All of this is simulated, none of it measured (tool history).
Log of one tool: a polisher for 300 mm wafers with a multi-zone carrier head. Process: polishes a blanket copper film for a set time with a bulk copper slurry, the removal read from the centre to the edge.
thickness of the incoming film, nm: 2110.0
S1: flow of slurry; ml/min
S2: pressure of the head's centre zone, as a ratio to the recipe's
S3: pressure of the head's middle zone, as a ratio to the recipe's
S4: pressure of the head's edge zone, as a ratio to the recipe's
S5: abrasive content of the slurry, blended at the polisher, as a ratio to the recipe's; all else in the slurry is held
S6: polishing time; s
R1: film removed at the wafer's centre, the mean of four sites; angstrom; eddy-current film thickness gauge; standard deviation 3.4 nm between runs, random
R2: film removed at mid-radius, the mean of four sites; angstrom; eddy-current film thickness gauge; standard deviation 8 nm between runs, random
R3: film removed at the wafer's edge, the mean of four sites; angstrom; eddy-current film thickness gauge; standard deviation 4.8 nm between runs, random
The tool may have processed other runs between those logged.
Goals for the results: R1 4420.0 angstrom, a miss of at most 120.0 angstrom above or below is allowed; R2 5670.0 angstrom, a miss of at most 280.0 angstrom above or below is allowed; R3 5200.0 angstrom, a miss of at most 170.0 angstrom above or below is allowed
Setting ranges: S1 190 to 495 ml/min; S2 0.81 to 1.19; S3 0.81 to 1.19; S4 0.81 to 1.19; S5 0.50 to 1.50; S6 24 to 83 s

run    day   S1    S2    S3    S4    S5  S6      R1      R2      R3
  1  0.000  320  1.00  1.00  1.00  1.00  53  7426.4  7475.8  7683.4
  2  0.350  320  1.00  1.00  1.00  1.10  53  7707.2  7753.4  7849.8
  3  0.583  320  0.96  1.02  0.96  0.95  50  6565.9  7281.7  7047.0
  4  0.721  320  0.94  1.02  0.93  0.85  48  6016.7  6569.6  6492.3
  5  0.750  320  0.94  1.02  0.93  0.75  48  5841.9  6235.3  6174.4
     0.842  -- slurry nozzle cleaned
  6  0.842  320  0.94  1.02  0.93  0.95  48  6368.4  6898.0  6711.0
  7  1.112  315  0.91  1.04  0.91  0.85  47  5822.9  6750.7  6528.8
  8  1.271  320  0.90  1.06  0.89  0.75  45  5283.1  6383.5  5826.8
  9  1.404  320  0.90  1.06  0.89  0.75  45  5317.2  6240.2  5843.8
 10  1.654  320  0.88  1.07  0.88  0.70  45  5107.4  6058.3  5695.4

Exactly one of the 4 candidate moves below puts every result within its allowed miss. Which one?
  A  1.904  320  0.99  1.02  0.92  0.65  38   ?   ?   ?
  B  1.904  325  0.92  1.11  0.92  0.50  44   ?   ?   ?
  C  1.904  265  1.07  1.07  0.81  0.50  49   ?   ?   ?
  D  1.904  260  0.86  1.13  0.93  0.70  40   ?   ?   ?

move      R1      R2      R3
   A  4762.7  4889.5  4831.8
   B  4743.0  5553.8  5171.6
   C  6051.5  5940.1  5462.2
   D  4373.3  5560.6  5149.9
A: gains on the last run, yet a result remains outside its allowed miss
B: gains on the last run, yet a result remains outside its allowed miss
C: moves away from the targets compared with the last run
D: meets every target
The right move is D.
